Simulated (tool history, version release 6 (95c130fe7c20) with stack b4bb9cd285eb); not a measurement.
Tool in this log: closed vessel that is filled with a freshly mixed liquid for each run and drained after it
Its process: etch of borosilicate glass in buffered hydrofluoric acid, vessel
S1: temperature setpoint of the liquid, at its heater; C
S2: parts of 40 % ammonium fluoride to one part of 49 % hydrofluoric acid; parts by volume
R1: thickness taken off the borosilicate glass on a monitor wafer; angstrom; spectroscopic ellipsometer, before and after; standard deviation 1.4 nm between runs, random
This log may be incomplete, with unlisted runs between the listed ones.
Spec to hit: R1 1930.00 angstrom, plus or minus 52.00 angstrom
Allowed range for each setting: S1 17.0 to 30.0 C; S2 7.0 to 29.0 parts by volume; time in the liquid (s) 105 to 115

Run 1, day 0.000: S1 22.0 C, S2 18.0 parts by volume, time in the liquid (s) 105. Result: R1 706.33 angstrom.
Run 2, day 0.342: S1 22.0 C, S2 15.0 parts by volume, time in the liquid (s) 105. Result: R1 842.24 angstrom.
Run 3, day 0.642: S1 24.0 C, S2 13.5 parts by volume, time in the liquid (s) 105. Result: R1 1031.40 angstrom.
Run 4, day 0.896: S1 25.5 C, S2 12.5 parts by volume, time in the liquid (s) 105. Result: R1 1234.10 angstrom.
Run 5, day 1.071: S1 26.5 C, S2 12.0 parts by volume, time in the liquid (s) 105. Result: R1 1348.70 angstrom.
Run 6, day 1.362: S1 27.5 C, S2 11.5 parts by volume, time in the liquid (s) 105. Result: R1 1471.00 angstrom.
Run 7, day 1.654: S1 30.0 C, S2 8.5 parts by volume, time in the liquid (s) 105. Result: R1 2193.10 angstrom.
Run 8, day 1.883: S1 29.5 C, S2 8.5 parts by volume, time in the liquid (s) 105. Result: R1 2144.70 angstrom.
Run 9, day 1.958: S1 29.0 C, S2 8.5 parts by volume, time in the liquid (s) 105. Result: R1 2072.50 angstrom.
Run 10, day 2.292: S1 28.5 C, S2 8.5 parts by volume, time in the liquid (s) 105. Result: R1 2035.30 angstrom.

Below are 4 possible settings for the next run. Only one of them brings all results inside the allowed miss of their targets. Which is it?
Run A, day 2.625: S1 28.0 C, S2 8.0 parts by volume, time in the liquid (s) 105. Result: R1 ?.
Run B, day 2.625: S1 27.5 C, S2 8.0 parts by volume, time in the liquid (s) 110. Result: R1 ?.
Run C, day 2.625: S1 26.5 C, S2 8.5 parts by volume, time in the liquid (s) 110. Result: R1 ?.
Run D, day 2.625: S1 30.0 C, S2 10.0 parts by volume, time in the liquid (s) 115. Result: R1 ?.

move       R1
   A  2111.90
   B  2155.50
   C  1913.40
   D  2106.80
A: the biggest miss grows against the last run
B: the biggest miss grows against the last run
C: hits every target within its allowed miss
D: the biggest miss grows against the last run
Answer: C
